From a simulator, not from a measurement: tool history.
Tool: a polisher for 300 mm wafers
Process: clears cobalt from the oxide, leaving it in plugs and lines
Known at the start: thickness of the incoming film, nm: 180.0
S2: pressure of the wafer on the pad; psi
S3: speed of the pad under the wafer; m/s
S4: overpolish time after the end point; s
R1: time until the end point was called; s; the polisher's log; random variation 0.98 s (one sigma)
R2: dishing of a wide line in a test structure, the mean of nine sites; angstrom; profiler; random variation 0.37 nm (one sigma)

{"run": 1, "hour": 0.0, "flow of slurry (ml/min)": 310, "S2": 2.3, "S3": 1.14, "S4": 23, "R1": 33.256, "R2": 440.97}
{"run": 2, "hour": 2.1, "flow of slurry (ml/min)": 340, "S2": 2.3, "S3": 1.14, "S4": 23, "R1": 32.406, "R2": 458.05}
{"run": 3, "hour": 8.7, "flow of slurry (ml/min)": 290, "S2": 1.9, "S3": 1.06, "S4": 18, "R1": 42.942, "R2": 386.54}
{"run": 4, "hour": 13.7, "flow of slurry (ml/min)": 290, "S2": 1.9, "S3": 1.06, "S4": 11, "R1": 43.097, "R2": 297.1}
{"run": 5, "hour": 17.7, "flow of slurry (ml/min)": 345, "S2": 1.9, "S3": 1.06, "S4": 11, "R1": 41.689, "R2": 296.98}
{"run": 6, "hour": 24.2, "flow of slurry (ml/min)": 410, "S2": 1.9, "S3": 1.06, "S4": 11, "R1": 42.748, "R2": 304.76}

Forecast run 7:
{"hour": 30.1, "done": "slurry nozzle cleaned"}
{"run": 7, "hour": 30.1, "flow of slurry (ml/min)": 410, "S2": 1.6, "S3": 1, "S4": 13, "R1": "?", "R2": "?"}

{"run 7": {"R1": 50.633, "R2": 291.71}}
